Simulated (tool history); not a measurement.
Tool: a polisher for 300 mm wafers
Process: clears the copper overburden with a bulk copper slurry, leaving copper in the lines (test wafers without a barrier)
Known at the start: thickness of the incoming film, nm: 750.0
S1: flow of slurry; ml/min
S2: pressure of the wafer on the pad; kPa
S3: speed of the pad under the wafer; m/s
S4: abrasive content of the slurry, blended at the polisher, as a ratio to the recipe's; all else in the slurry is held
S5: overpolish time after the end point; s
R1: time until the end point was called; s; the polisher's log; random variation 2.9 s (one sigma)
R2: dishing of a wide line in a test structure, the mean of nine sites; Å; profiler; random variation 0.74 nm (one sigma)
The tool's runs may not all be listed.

run	hour	S1	S2	S3	S4	S5	R1	R2
1	0.0	245	14.5	1.22	1.0	9	110.29	397.83
2	6.6	245	13.1	1.20	1.0	9	121.41	352.17
3	7.5	245	11.7	1.16	1.0	10	136.72	357.72
4	11.5	245	9.0	1.16	1.0	10	176.13	277.36
5	14.3	245	9.0	1.16	1.0	8	180.73	232.09
6	15.7	245	9.0	1.14	1.0	9	180.42	252.35

The next listed run, before its measurement:
7	21.5	245	6.9	1.12	1.0	13	?	?

{"run 7": {"R1": 231.13, "R2": 271.57}}
